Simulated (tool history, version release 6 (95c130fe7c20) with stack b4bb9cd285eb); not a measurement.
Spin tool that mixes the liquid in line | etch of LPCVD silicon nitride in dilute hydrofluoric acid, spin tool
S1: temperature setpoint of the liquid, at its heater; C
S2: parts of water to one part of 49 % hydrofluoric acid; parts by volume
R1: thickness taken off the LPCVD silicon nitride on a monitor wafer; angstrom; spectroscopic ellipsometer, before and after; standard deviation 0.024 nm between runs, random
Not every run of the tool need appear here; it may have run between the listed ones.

{"run": 1, "hour": 0.0, "S1": 21, "S2": 60, "time under the liquid (s)": 260, "R1": 24.741}
{"run": 2, "hour": 2.6, "S1": 21, "S2": 60, "time under the liquid (s)": 260, "R1": 24.796}
{"run": 3, "hour": 5.1, "S1": 19.5, "S2": 60, "time under the liquid (s)": 260, "R1": 22.77}
{"run": 4, "hour": 9.4, "S1": 19, "S2": 65, "time under the liquid (s)": 260, "R1": 20.13}
{"run": 5, "hour": 14.9, "S1": 18.5, "S2": 70, "time under the liquid (s)": 260, "R1": 18.755}
{"run": 6, "hour": 21.1, "S1": 18.5, "S2": 50, "time under the liquid (s)": 260, "R1": 25.096}

Expected results for the next run?
{"run": 7, "hour": 24.7, "S1": 18.5, "S2": 50, "time under the liquid (s)": 260, "R1": "?"}

Logged for run 7: R1 24.866 angstrom.
